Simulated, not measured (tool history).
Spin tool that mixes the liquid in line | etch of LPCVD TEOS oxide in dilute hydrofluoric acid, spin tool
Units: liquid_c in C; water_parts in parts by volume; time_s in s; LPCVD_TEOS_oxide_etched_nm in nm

run 1 hour=0.0 | liquid_c=23.0 water_parts=110 time_s=45 | LPCVD_TEOS_oxide_etched_nm=13.348
run 2 hour=8.6 | liquid_c=21.5 water_parts=110 time_s=45 | LPCVD_TEOS_oxide_etched_nm=12.463
run 3 hour=16.1 | liquid_c=24.5 water_parts=100 time_s=45 | LPCVD_TEOS_oxide_etched_nm=15.639
run 4 hour=21.2 | liquid_c=22.0 water_parts=100 time_s=45 | LPCVD_TEOS_oxide_etched_nm=14.182
run 5 hour=27.8 | liquid_c=20.0 water_parts=100 time_s=45 | LPCVD_TEOS_oxide_etched_nm=13.077
run 6 hour=34.0 | liquid_c=23.5 water_parts=95 time_s=45 | LPCVD_TEOS_oxide_etched_nm=15.810
run 7 hour=39.8 | liquid_c=26.0 water_parts=90 time_s=45 | LPCVD_TEOS_oxide_etched_nm=18.758

The next listed run, before its measurement:
run 8 hour=45.7 | liquid_c=27.5 water_parts=90 time_s=45 | LPCVD_TEOS_oxide_etched_nm=?

{"run 8": {"LPCVD_TEOS_oxide_etched_nm": 19.583}}
